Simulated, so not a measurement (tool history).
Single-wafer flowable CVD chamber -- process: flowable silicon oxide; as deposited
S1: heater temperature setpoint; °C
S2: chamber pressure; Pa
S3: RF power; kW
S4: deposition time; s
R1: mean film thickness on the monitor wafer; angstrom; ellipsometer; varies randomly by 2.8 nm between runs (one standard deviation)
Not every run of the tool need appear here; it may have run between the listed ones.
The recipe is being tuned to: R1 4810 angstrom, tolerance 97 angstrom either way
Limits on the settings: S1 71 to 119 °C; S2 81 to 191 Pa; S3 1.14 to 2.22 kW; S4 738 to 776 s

| run | hour | S1 | S2 | S3 | S4 | R1 |
|---|---|---|---|---|---|---|
| 1 | 0 | 95 | 136 | 1.68 | 776 | 6483.8 |
| 2 | 1.4 | 89 | 136 | 1.68 | 776 | 7728.8 |
| 3 | 3.6 | 82 | 136 | 1.68 | 776 | 9398 |
| 4 | 6.8 | 77 | 136 | 1.68 | 776 | 10557 |
| 5 | 15.7 | 84 | 136 | 1.68 | 776 | 8953.3 |
| 6 | 17.8 | 84 | 157 | 1.68 | 776 | 10159 |
| 7 | 21.6 | 90 | 157 | 1.68 | 776 | 8537 |
| 8 | 22.7 | 95 | 157 | 1.68 | 776 | 7484.2 |
| 9 | 29 | 99 | 157 | 1.68 | 776 | 6590.3 |
| 10 | 35.4 | 102 | 157 | 1.68 | 776 | 6093.3 |
| 11 | 38.7 | 104 | 157 | 1.68 | 776 | 5689.5 |
| 12 | 40.7 | 105 | 157 | 1.68 | 776 | 5565.4 |
|  | 43.1 | thermocouple changed; heater temperature recalibrated |
| 13 | 43.1 | 106 | 157 | 1.68 | 776 | 5909.9 |
| 14 | 43.8 | 116 | 157 | 1.68 | 776 | 4396.6 |
| 15 | 46.2 | 115 | 157 | 1.68 | 776 | 4589.7 |
| 16 | 50 | 114 | 157 | 1.68 | 776 | 4657.4 |

Consider the 4 candidate settings below. Which is the only one whose results all fall within their allowed miss of target?
| A | 53.8 | 113 | 149 | 1.7 | 772 | ? |
| B | 53.8 | 113 | 143 | 1.79 | 772 | ? |
| C | 53.8 | 115 | 163 | 1.89 | 776 | ? |
| D | 53.8 | 113 | 153 | 1.595 | 740 | ? |

| move | R1 |
|---|---|
| A | 4590.3 |
| B | 4462.8 |
| C | 4848.7 |
| D | 4433.8 |
A: lands further from the targets than the last run did
B: lands further from the targets than the last run did
C: each result inside its tolerance
D: lands further from the targets than the last run did
Correct choice: C, which meets every target
